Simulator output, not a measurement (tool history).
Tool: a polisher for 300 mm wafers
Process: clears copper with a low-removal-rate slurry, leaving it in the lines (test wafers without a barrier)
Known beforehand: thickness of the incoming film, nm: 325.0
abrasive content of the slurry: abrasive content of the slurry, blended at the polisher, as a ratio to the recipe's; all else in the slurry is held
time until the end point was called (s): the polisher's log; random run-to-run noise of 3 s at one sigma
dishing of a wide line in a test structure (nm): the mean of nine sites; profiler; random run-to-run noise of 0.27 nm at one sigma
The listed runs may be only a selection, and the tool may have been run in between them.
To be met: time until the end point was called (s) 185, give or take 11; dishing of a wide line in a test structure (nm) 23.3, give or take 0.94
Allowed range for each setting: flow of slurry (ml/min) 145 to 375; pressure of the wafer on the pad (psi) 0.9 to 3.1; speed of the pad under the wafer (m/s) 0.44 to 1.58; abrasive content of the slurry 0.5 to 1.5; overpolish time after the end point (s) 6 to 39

run  hour  flow of slurry (ml/min)  pressure of the wafer on the pad (psi)  speed of the pad under the wafer (m/s)  abrasive content of the slurry  overpolish time after the end point (s)  time until the end point was called (s)  dishing of a wide line in a test structure (nm)
  1     0                      240                                       2                                       1                               1                                       20                                   149.48                                           29.806
  2   1.4                      240                                     1.9                                       1                               1                                       20                                   160.03                                            28.28
  3   3.1                      210                                     1.9                                       1                               1                                       20                                   160.08                                           28.031
  4   8.3                      210                                     1.9                                       1                            0.95                                       20                                   164.08                                           27.128
  5  16.9                      205                                     1.8                                       1                            0.95                                       19                                   171.14                                           25.078
  6  19.7                      205                                     1.8                                       1                            0.95                                       14                                   176.53                                           19.059
  7  21.9                      205                                     1.8                                       1                            0.95                                       15                                    178.5                                           20.649
  8  25.2                      205                                     1.8                                       1                            0.95                                       16                                   172.66                                           21.521

Which single option among these 5 for the next run brings every result within its allowed miss of target? Just one does.
  A  28.5                      170                                     2.6                                    0.72                            1.05                                       16                                        ?                                                ?
  B  28.5                      190                                     1.8                                       1                             0.8                                       18                                        ?                                                ?
  C  28.5                      165                                     1.9                                    1.06                            1.05                                       17                                        ?                                                ?
  D  28.5                      175                                     1.8                                    1.04                            0.95                                       15                                        ?                                                ?
  E  28.5                      200                                     1.7                                     1.2                             0.9                                       17                                        ?                                                ?

move  time until the end point was called (s)  dishing of a wide line in a test structure (nm)
   A                                   162.22                                           22.886
   B                                   182.19                                           22.595
   C                                   158.94                                           24.281
   D                                   172.13                                           20.215
   E                                   158.61                                           24.195
A: the furthest-off result lands on target, but another misses its tolerance
B: hits every target within its allowed miss
C: pushes the last run's worst result past its target
D: moves away from the targets compared with the last run
E: the furthest-off result lands on target, but another misses its tolerance
Move B is the one to make.
